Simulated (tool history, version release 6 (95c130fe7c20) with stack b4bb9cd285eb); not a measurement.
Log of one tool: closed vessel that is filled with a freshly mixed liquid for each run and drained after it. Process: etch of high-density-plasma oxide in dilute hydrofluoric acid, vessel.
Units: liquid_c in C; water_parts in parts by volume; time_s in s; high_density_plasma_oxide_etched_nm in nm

run,day,liquid_c,water_parts,time_s,high_density_plasma_oxide_etched_nm
1,0,24,255,940,14.855
2,0.062,24,255,940,14.798
3,0.321,27,255,940,16.421
4,0.638,28.5,210,940,22.027
5,0.975,29.5,180,940,27.707
6,1.146,32,180,940,30.343

Run 7 comes next. What will it give?
7,1.538,32,90,940,?

{"run 7": {"high_density_plasma_oxide_etched_nm": 68.946}}

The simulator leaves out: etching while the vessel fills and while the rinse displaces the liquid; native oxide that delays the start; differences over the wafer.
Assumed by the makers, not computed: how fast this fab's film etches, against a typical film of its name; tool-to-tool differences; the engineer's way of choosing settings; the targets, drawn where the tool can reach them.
